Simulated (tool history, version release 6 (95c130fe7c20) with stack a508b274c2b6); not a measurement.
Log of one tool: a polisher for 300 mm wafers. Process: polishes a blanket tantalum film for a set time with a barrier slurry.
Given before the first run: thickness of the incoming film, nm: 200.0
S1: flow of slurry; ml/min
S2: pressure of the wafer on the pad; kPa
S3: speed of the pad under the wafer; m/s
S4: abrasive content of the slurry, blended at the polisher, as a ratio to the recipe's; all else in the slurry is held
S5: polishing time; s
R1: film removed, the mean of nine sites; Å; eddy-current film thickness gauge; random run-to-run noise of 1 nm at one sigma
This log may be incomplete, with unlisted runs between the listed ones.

Run 1, hour 0: S1 165 ml/min, S2 9 kPa, S3 0.86 m/s, S4 1, S5 91 s. Result: R1 762.86 Å.
Run 2, hour 2: S1 165 ml/min, S2 11.7 kPa, S3 0.86 m/s, S4 1, S5 91 s. Result: R1 963.1 Å.
Run 3, hour 4.3: S1 185 ml/min, S2 11.7 kPa, S3 0.86 m/s, S4 1, S5 91 s. Result: R1 1004.8 Å.
Run 4, hour 10.7: S1 185 ml/min, S2 11.7 kPa, S3 0.86 m/s, S4 0.85, S5 91 s. Result: R1 947.84 Å.
Run 5, hour 16.2: S1 190 ml/min, S2 11.7 kPa, S3 0.86 m/s, S4 0.85, S5 91 s. Result: R1 963.01 Å.
Run 6, hour 18.4: S1 190 ml/min, S2 13.8 kPa, S3 0.86 m/s, S4 0.85, S5 91 s. Result: R1 1120.3 Å.
Run 7, hour 26.5: S1 195 ml/min, S2 13.8 kPa, S3 0.86 m/s, S4 0.85, S5 91 s. Result: R1 1118.3 Å.

Run 8 comes next. What will it give?
Run 8, hour 31.9: S1 195 ml/min, S2 13.8 kPa, S3 0.86 m/s, S4 0.85, S5 91 s. Result: R1 ?.

{"run 8": {"R1": 1127.5}}
